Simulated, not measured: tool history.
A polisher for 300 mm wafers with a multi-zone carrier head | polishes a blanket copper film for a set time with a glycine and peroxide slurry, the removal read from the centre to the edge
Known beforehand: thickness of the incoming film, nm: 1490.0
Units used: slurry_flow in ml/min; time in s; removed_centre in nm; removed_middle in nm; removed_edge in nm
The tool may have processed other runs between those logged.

{"run": 1, "hour": 0.0, "slurry_flow": 235, "centre_zone": 1.0, "middle_zone": 1.0, "edge_zone": 1.0, "time": 61, "removed_centre": 417.35, "removed_middle": 417.44, "removed_edge": 410.96}
{"run": 2, "hour": 7.7, "slurry_flow": 235, "centre_zone": 1.0, "middle_zone": 1.0, "edge_zone": 1.0, "time": 69, "removed_centre": 467.02, "removed_middle": 472.16, "removed_edge": 467.13}
{"run": 3, "hour": 11.4, "slurry_flow": 235, "centre_zone": 1.0, "middle_zone": 1.0, "edge_zone": 0.96, "time": 69, "removed_centre": 476.65, "removed_middle": 482.33, "removed_edge": 455.96}
{"run": 4, "hour": 12.3, "slurry_flow": 245, "centre_zone": 0.99, "middle_zone": 1.03, "edge_zone": 0.98, "time": 70, "removed_centre": 467.52, "removed_middle": 496.74, "removed_edge": 468.53}
{"run": 5, "hour": 14.0, "slurry_flow": 245, "centre_zone": 1.05, "middle_zone": 1.03, "edge_zone": 0.98, "time": 70, "removed_centre": 500.88, "removed_middle": 498.17, "removed_edge": 464.5}
{"run": 6, "hour": 22.7, "slurry_flow": 250, "centre_zone": 1.04, "middle_zone": 1.06, "edge_zone": 1.0, "time": 71, "removed_centre": 493.67, "removed_middle": 515.02, "removed_edge": 482.06}
{"run": 7, "hour": 30.9, "slurry_flow": 250, "centre_zone": 1.04, "middle_zone": 1.06, "edge_zone": 1.0, "time": 71, "removed_centre": 507.12, "removed_middle": 513.87, "removed_edge": 486.1}
{"run": 8, "hour": 35.9, "slurry_flow": 255, "centre_zone": 1.03, "middle_zone": 1.09, "edge_zone": 1.0, "time": 72, "removed_centre": 506.18, "removed_middle": 539.97, "removed_edge": 487.91}
{"run": 9, "hour": 36.7, "slurry_flow": 260, "centre_zone": 1.02, "middle_zone": 1.11, "edge_zone": 1.02, "time": 73, "removed_centre": 506.09, "removed_middle": 557.8, "removed_edge": 505.24}
{"run": 10, "hour": 39.1, "slurry_flow": 265, "centre_zone": 1.01, "middle_zone": 1.12, "edge_zone": 1.03, "time": 73, "removed_centre": 504.06, "removed_middle": 561.22, "removed_edge": 504.0}

Estimate the outcome of run 11 from the log above:
{"run": 11, "hour": 45.8, "slurry_flow": 270, "centre_zone": 1.0, "middle_zone": 1.13, "edge_zone": 1.05, "time": 73, "removed_centre": "?", "removed_middle": "?", "removed_edge": "?"}

removed_centre: 498.98 nm
removed_middle: 560.99 nm
removed_edge: 505.49 nm

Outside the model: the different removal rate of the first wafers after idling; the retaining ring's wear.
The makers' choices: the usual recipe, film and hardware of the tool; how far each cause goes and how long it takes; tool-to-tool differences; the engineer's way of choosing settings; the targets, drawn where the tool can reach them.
